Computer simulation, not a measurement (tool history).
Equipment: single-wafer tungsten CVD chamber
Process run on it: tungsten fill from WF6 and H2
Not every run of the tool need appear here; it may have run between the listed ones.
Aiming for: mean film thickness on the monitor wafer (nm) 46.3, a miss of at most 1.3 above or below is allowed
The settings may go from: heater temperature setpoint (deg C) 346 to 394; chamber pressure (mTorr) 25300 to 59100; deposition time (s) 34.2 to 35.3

run,day,heater temperature setpoint (deg C),chamber pressure (mTorr),deposition time (s),mean film thickness on the monitor wafer (nm)
1,0,370,42200,34.2,62.333
2,0.129,368,42100,34.2,59.788
3,0.325,366,42000,34.2,57.399
4,0.679,365,41900,34.2,56.059
5,0.779,371,41900,34.2,62.695
6,1.075,371,38300,34.2,59.709
7,1.208,369,38200,34.2,58.39
8,1.392,367,38100,34.2,55.85
9,1.429,366,38000,34.2,54.861
10,1.742,365,37900,34.2,53.269
11,1.971,365,37900,34.2,53.354
12,2.208,364,37800,34.2,52.045
13,2.479,363,37800,34.2,51.295
14,2.738,362,37800,34.2,50.6
15,2.954,361,37800,34.2,49.607

Consider the 4 candidate settings below. Which is the only one whose results all fall within their allowed miss of target?
A,3.171,352,38000,34.7,?
B,3.171,352,41400,34.2,?
C,3.171,356,34900,34.2,?
D,3.171,358,33700,35.3,?

move,mean film thickness on the monitor wafer (nm)
A,42.186
B,43.227
C,43.247
D,45.671
A: takes the result that was furthest off past its target
B: takes the result that was furthest off past its target
C: takes the result that was furthest off past its target
D: hits every target within its allowed miss
The right move is D.
